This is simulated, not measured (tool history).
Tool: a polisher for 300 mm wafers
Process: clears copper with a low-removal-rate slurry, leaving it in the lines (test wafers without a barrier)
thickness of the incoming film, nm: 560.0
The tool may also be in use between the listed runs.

run	day	flow of slurry (ml/min)	pressure of the wafer on the pad (psi)	speed of the pad under the wafer (cm/s)	abrasive content of the slurry	overpolish time after the end point (s)	time until the end point was called (s)	dishing of a wide line in a test structure (angstrom)
1	0.000	230	3.3	116	1.00	26	136.97	621.28
2	0.050	230	3.3	100	1.00	26	155.21	518.06
3	0.329	230	3.3	100	0.85	26	161.81	492.66
4	0.388	255	3.6	104	0.80	23	147.04	513.39
5	0.596	235	3.9	108	0.80	20	133.89	468.23
6	0.829	235	3.9	108	0.80	30	133.44	668.83
7	0.904	220	4.1	116	0.75	26	124.38	693.69
8	1.171	220	4.1	116	0.75	26	122.00	658.35

The next listed run, before its measurement:
9	1.392	245	4.3	114	0.90	23	?	?

{"run 9": {"time until the end point was called (s)": 116.28, "dishing of a wide line in a test structure (angstrom)": 594.29}}
